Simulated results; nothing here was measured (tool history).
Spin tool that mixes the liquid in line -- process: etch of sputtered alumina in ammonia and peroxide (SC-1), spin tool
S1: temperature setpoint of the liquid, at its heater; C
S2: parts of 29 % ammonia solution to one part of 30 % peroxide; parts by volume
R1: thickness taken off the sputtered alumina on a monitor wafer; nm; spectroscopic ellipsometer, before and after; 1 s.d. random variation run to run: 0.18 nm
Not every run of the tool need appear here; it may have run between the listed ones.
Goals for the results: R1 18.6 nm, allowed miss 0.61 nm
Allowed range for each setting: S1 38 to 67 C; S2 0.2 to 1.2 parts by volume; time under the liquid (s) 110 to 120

run 1 day=0 | S1=51 S2=0.8 time_under_the_liquid_(s)=110 | R1=11.291
run 2 day=0.154 | S1=52 S2=0.8 time_under_the_liquid_(s)=110 | R1=11.846
run 3 day=0.421 | S1=53 S2=0.8 time_under_the_liquid_(s)=110 | R1=12.336
run 4 day=0.508 | S1=54 S2=0.8 time_under_the_liquid_(s)=110 | R1=13.104
run 5 day=0.846 | S1=54 S2=1.05 time_under_the_liquid_(s)=110 | R1=13.684
run 6 day=1.112 | S1=54.5 S2=1.05 time_under_the_liquid_(s)=110 | R1=14.005
run 7 day=1.383 | S1=55 S2=1.05 time_under_the_liquid_(s)=110 | R1=14.226
run 8 day=1.742 | S1=55.5 S2=1.05 time_under_the_liquid_(s)=110 | R1=14.496
run 9 day=1.929 | S1=56 S2=1.05 time_under_the_liquid_(s)=110 | R1=14.658

Exactly one of the 5 candidate moves below puts every result within its allowed miss. Which one?
run A day=2.117 | S1=60.5 S2=0.8 time_under_the_liquid_(s)=120 | R1=?
run B day=2.117 | S1=57 S2=1.2 time_under_the_liquid_(s)=120 | R1=?
run C day=2.117 | S1=49.5 S2=1.1 time_under_the_liquid_(s)=120 | R1=?
run D day=2.117 | S1=60 S2=1.2 time_under_the_liquid_(s)=120 | R1=?
run E day=2.117 | S1=58 S2=1.2 time_under_the_liquid_(s)=120 | R1=?

move=A R1=20.101
move=B R1=17.427
move=C R1=11.551
move=D R1=20.358
move=E R1=18.36
A: the result that was furthest off in the last run now lies on the other side of its target
B: nearer than the last run, and not there yet
C: misses by more than the last run did
D: the result that was furthest off in the last run now lies on the other side of its target
E: hits every target within its allowed miss
E meets every target.

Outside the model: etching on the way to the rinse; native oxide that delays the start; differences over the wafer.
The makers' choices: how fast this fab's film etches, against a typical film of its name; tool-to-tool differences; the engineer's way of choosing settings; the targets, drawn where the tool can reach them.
